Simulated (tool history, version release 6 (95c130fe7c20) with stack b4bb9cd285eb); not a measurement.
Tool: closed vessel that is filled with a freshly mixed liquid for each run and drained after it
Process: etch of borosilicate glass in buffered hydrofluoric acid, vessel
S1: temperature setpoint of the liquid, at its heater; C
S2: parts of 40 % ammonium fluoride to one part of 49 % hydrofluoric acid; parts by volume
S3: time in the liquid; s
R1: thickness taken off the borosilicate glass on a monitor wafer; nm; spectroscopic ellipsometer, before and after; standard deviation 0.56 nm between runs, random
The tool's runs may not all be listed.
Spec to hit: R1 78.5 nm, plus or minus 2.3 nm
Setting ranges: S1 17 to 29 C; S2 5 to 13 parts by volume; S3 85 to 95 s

run 1 hour=0 | S1=21 S2=8 S3=85 | R1=109.34
run 2 hour=4.5 | S1=21 S2=8 S3=85 | R1=107.13
run 3 hour=13.2 | S1=23.5 S2=8 S3=85 | R1=126.46
run 4 hour=19.2 | S1=21.5 S2=8 S3=85 | R1=110.89
-- hour=19.8 thermometer replaced
run 5 hour=19.8 | S1=21.5 S2=9.5 S3=85 | R1=102.27
run 6 hour=27.8 | S1=20 S2=9.5 S3=85 | R1=94.529
run 7 hour=28.4 | S1=19 S2=9.5 S3=85 | R1=90.474
run 8 hour=33 | S1=18.5 S2=10 S3=85 | R1=83.293

5 next moves are on the table. One of them brings every result within its allowed miss. Which?
run A hour=37.6 | S1=17 S2=10 S3=85 | R1=?
run B hour=37.6 | S1=18.5 S2=8.5 S3=85 | R1=?
run C hour=37.6 | S1=19.5 S2=10 S3=85 | R1=?
run D hour=37.6 | S1=18.5 S2=10.5 S3=90 | R1=?
run E hour=37.6 | S1=20.5 S2=10.5 S3=85 | R1=?

move=A R1=77.505
move=B R1=96.063
move=C R1=88.999
move=D R1=84.983
move=E R1=89.583
A: all results land within tolerance of their targets
B: moves away from the targets compared with the last run
C: moves away from the targets compared with the last run
D: moves away from the targets compared with the last run
E: moves away from the targets compared with the last run
Correct choice: A, which meets every target
